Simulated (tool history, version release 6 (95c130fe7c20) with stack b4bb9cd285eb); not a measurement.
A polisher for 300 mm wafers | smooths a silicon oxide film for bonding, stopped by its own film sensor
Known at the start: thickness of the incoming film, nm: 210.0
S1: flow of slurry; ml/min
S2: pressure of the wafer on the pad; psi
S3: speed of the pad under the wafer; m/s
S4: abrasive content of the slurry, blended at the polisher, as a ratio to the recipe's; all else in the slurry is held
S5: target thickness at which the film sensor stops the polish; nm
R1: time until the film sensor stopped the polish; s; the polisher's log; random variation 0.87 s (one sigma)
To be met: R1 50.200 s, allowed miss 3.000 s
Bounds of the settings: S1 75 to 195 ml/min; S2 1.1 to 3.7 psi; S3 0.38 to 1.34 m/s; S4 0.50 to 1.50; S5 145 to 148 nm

| run | hour | S1 | S2 | S3 | S4 | S5 | R1 |
|---|---|---|---|---|---|---|---|
| 1 | 0.0 | 125 | 2.4 | 0.86 | 1.00 | 148 | 78.000 |
| 2 | 2.9 | 125 | 2.6 | 0.88 | 1.00 | 148 | 73.709 |
| 3 | 11.6 | 125 | 2.8 | 0.90 | 1.00 | 148 | 66.486 |
| 4 | 12.5 | 125 | 2.8 | 0.90 | 1.00 | 145 | 69.307 |
| 5 | 13.5 | 125 | 3.0 | 0.92 | 1.00 | 145 | 64.357 |
| 6 | 20.8 | 125 | 3.1 | 0.92 | 1.00 | 145 | 60.783 |
| 7 | 23.9 | 125 | 3.2 | 0.92 | 1.00 | 145 | 61.698 |
| 8 | 30.4 | 125 | 3.3 | 0.94 | 1.00 | 145 | 57.115 |
| 9 | 39.4 | 125 | 3.4 | 0.94 | 1.00 | 145 | 56.360 |
| 10 | 41.5 | 125 | 3.5 | 0.94 | 1.00 | 145 | 55.593 |

Which of these 4 next moves meets every target?
| A | 43.6 | 125 | 3.5 | 0.88 | 0.80 | 145 | ? |
| B | 43.6 | 85 | 3.7 | 1.00 | 0.90 | 146 | ? |
| C | 43.6 | 100 | 3.0 | 1.18 | 0.85 | 148 | ? |
| D | 43.6 | 150 | 3.7 | 0.82 | 1.20 | 147 | ? |

| move | R1 |
|---|---|
| A | 64.695 |
| B | 57.512 |
| C | 57.652 |
| D | 50.234 |
A: further off than the last run
B: further off than the last run
C: further off than the last run
D: meets every target
Answer: D
